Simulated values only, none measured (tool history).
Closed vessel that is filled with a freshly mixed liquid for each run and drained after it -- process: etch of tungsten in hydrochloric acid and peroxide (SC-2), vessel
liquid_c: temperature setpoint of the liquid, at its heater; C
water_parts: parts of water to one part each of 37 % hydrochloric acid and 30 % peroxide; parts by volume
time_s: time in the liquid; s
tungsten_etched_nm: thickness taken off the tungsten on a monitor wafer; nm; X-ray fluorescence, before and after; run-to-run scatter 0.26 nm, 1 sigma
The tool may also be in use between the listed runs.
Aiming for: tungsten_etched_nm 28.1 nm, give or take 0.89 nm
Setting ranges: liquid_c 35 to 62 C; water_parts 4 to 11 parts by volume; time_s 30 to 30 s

{"run": 1, "hour": 0.0, "liquid_c": 46, "water_parts": 6, "time_s": 30, "tungsten_etched_nm": 8.9847}
{"run": 2, "hour": 3.0, "liquid_c": 50.5, "water_parts": 6, "time_s": 30, "tungsten_etched_nm": 12.015}
{"run": 3, "hour": 11.8, "liquid_c": 54, "water_parts": 6, "time_s": 30, "tungsten_etched_nm": 15.257}
{"run": 4, "hour": 15.8, "liquid_c": 54, "water_parts": 7.5, "time_s": 30, "tungsten_etched_nm": 12.761}
{"run": 5, "hour": 23.0, "liquid_c": 47, "water_parts": 7.5, "time_s": 30, "tungsten_etched_nm": 7.9967}
{"run": 6, "hour": 31.4, "liquid_c": 47, "water_parts": 7.5, "time_s": 30, "tungsten_etched_nm": 8.0154}
{"hour": 34.2, "done": "new drum of peroxide connected"}
{"run": 7, "hour": 34.2, "liquid_c": 51.5, "water_parts": 7, "time_s": 30, "tungsten_etched_nm": 12.085}
{"run": 8, "hour": 41.4, "liquid_c": 59.5, "water_parts": 6.5, "time_s": 30, "tungsten_etched_nm": 21.572}
{"run": 9, "hour": 43.2, "liquid_c": 60, "water_parts": 6.5, "time_s": 30, "tungsten_etched_nm": 22.441}

Which single option among these 5 for the next run brings every result within its allowed miss of target? Just one does.
{"run": "A", "hour": 45.0, "liquid_c": 60.5, "water_parts": 4.5, "time_s": 30, "tungsten_etched_nm": "?"}
{"run": "B", "hour": 45.0, "liquid_c": 62, "water_parts": 5, "time_s": 30, "tungsten_etched_nm": "?"}
{"run": "C", "hour": 45.0, "liquid_c": 60.5, "water_parts": 5.5, "time_s": 30, "tungsten_etched_nm": "?"}
{"run": "D", "hour": 45.0, "liquid_c": 55.5, "water_parts": 6.5, "time_s": 30, "tungsten_etched_nm": "?"}
{"run": "E", "hour": 45.0, "liquid_c": 59.5, "water_parts": 4.5, "time_s": 30, "tungsten_etched_nm": "?"}

move=A tungsten_etched_nm=30.287
move=B tungsten_etched_nm=30.877
move=C tungsten_etched_nm=26.249
move=D tungsten_etched_nm=16.861
move=E tungsten_etched_nm=28.446
A: moves the result that the last run missed by most past its target, out the other side
B: moves the result that the last run missed by most past its target, out the other side
C: moves toward the targets from the last run without getting all of them in spec
D: the biggest miss grows against the last run
E: all results land within tolerance of their targets
Answer: E
